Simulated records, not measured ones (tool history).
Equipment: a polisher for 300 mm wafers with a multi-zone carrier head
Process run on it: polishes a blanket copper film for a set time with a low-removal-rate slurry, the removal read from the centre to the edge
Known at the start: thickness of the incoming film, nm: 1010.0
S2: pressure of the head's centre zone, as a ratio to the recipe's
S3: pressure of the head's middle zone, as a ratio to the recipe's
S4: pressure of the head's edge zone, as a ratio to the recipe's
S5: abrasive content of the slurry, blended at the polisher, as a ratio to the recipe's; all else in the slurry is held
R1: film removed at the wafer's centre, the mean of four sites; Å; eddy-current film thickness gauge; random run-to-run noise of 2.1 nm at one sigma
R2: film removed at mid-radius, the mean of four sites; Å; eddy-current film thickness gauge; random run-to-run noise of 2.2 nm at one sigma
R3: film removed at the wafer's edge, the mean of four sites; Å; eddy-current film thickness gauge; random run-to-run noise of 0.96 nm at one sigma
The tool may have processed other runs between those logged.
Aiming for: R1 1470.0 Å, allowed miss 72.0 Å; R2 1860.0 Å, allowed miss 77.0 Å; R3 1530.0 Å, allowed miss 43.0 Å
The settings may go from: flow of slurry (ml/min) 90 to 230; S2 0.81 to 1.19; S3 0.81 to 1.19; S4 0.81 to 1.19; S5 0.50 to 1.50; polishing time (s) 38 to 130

{"run": 1, "hour": 0.0, "flow of slurry (ml/min)": 150, "S2": 1.0, "S3": 1.0, "S4": 1.0, "S5": 1.0, "polishing time (s)": 84, "R1": 1686.0, "R2": 1706.1, "R3": 1717.5}
{"run": 2, "hour": 9.0, "flow of slurry (ml/min)": 150, "S2": 0.96, "S3": 1.0, "S4": 1.0, "S5": 1.0, "polishing time (s)": 84, "R1": 1572.6, "R2": 1697.7, "R3": 1710.0}
{"run": 3, "hour": 14.7, "flow of slurry (ml/min)": 145, "S2": 0.95, "S3": 1.04, "S4": 0.95, "S5": 1.0, "polishing time (s)": 84, "R1": 1616.8, "R2": 1737.4, "R3": 1668.5}
{"run": 4, "hour": 19.9, "flow of slurry (ml/min)": 145, "S2": 0.95, "S3": 1.04, "S4": 0.95, "S5": 1.0, "polishing time (s)": 65, "R1": 1230.6, "R2": 1340.9, "R3": 1282.8}
{"run": 5, "hour": 25.4, "flow of slurry (ml/min)": 165, "S2": 0.94, "S3": 1.09, "S4": 0.96, "S5": 1.1, "polishing time (s)": 66, "R1": 1294.7, "R2": 1444.4, "R3": 1351.4}
{"run": 6, "hour": 25.9, "flow of slurry (ml/min)": 165, "S2": 0.89, "S3": 1.09, "S4": 0.96, "S5": 1.1, "polishing time (s)": 66, "R1": 1225.4, "R2": 1430.0, "R3": 1349.8}
{"run": 7, "hour": 29.1, "flow of slurry (ml/min)": 165, "S2": 0.87, "S3": 1.12, "S4": 0.91, "S5": 1.2, "polishing time (s)": 70, "R1": 1314.7, "R2": 1620.9, "R3": 1421.5}
{"run": 8, "hour": 34.9, "flow of slurry (ml/min)": 170, "S2": 0.88, "S3": 1.14, "S4": 0.91, "S5": 1.25, "polishing time (s)": 70, "R1": 1289.2, "R2": 1668.6, "R3": 1438.5}
{"run": 9, "hour": 36.4, "flow of slurry (ml/min)": 175, "S2": 0.91, "S3": 1.15, "S4": 0.9, "S5": 1.3, "polishing time (s)": 71, "R1": 1418.2, "R2": 1731.9, "R3": 1482.3}
{"run": 10, "hour": 36.9, "flow of slurry (ml/min)": 180, "S2": 0.91, "S3": 1.16, "S4": 0.9, "S5": 1.35, "polishing time (s)": 71, "R1": 1429.4, "R2": 1780.4, "R3": 1489.7}
{"hour": 42.4, "done": "worn pad replaced by a new one"}
{"run": 11, "hour": 42.4, "flow of slurry (ml/min)": 195, "S2": 0.92, "S3": 1.18, "S4": 0.93, "S5": 1.4, "polishing time (s)": 71, "R1": 1553.2, "R2": 1978.8, "R3": 1663.3}

5 candidate next runs follow, results not yet known. Just one meets every target within its allowed miss. Identify it.
{"run": "A", "hour": 47.9, "flow of slurry (ml/min)": 185, "S2": 0.93, "S3": 1.05, "S4": 0.99, "S5": 1.35, "polishing time (s)": 74, "R1": "?", "R2": "?", "R3": "?"}
{"run": "B", "hour": 47.9, "flow of slurry (ml/min)": 180, "S2": 0.81, "S3": 1.13, "S4": 1.11, "S5": 1.4, "polishing time (s)": 73, "R1": "?", "R2": "?", "R3": "?"}
{"run": "C", "hour": 47.9, "flow of slurry (ml/min)": 225, "S2": 0.83, "S3": 1.19, "S4": 0.87, "S5": 1.35, "polishing time (s)": 74, "R1": "?", "R2": "?", "R3": "?"}
{"run": "D", "hour": 47.9, "flow of slurry (ml/min)": 225, "S2": 0.94, "S3": 1.11, "S4": 0.97, "S5": 1.5, "polishing time (s)": 71, "R1": "?", "R2": "?", "R3": "?"}
{"run": "E", "hour": 47.9, "flow of slurry (ml/min)": 185, "S2": 0.92, "S3": 1.19, "S4": 0.91, "S5": 1.3, "polishing time (s)": 68, "R1": "?", "R2": "?", "R3": "?"}

move=A R1=1640.4 R2=1860.9 R3=1768.4
move=B R1=1415.2 R2=1965.7 R3=1855.2
move=C R1=1502.1 R2=2121.4 R3=1690.2
move=D R1=1674.1 R2=1963.6 R3=1750.2
move=E R1=1479.3 R2=1887.5 R3=1545.1
A: further off than the last run
B: further off than the last run
C: further off than the last run
D: further off than the last run
E: every result lands within tolerance
Go with E: it meets all targets.
